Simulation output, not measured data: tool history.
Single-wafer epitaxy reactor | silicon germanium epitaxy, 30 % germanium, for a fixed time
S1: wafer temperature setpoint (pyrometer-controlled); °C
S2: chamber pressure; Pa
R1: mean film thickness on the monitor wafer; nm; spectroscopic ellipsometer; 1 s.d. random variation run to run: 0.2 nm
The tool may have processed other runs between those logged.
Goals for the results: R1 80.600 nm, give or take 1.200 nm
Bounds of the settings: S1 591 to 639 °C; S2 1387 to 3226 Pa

run,hour,S1,S2,R1
1,0.0,615,2306,64.324
2,6.0,606,2306,55.745
3,8.0,600,2306,50.392
4,12.0,600,1920,47.644
5,15.5,606,1933,52.680
6,18.5,606,2133,54.336
7,25.7,610,2146,57.943
8,34.5,622,2186,70.482

5 next moves are on the table. One of them brings every result within its allowed miss. Which?
A,43.3,631,2160,?
B,43.3,637,1933,?
C,43.3,616,2200,?
D,43.3,635,2453,?
E,43.3,625,2173,?

move,R1
A,80.061
B,84.584
C,64.037
D,88.570
E,73.251
A: meets every target
B: takes the result that was furthest off past its target
C: moves away from the targets compared with the last run
D: takes the result that was furthest off past its target
E: nearer the targets than the last run, but a result is still out of spec
Move A is the one to make.
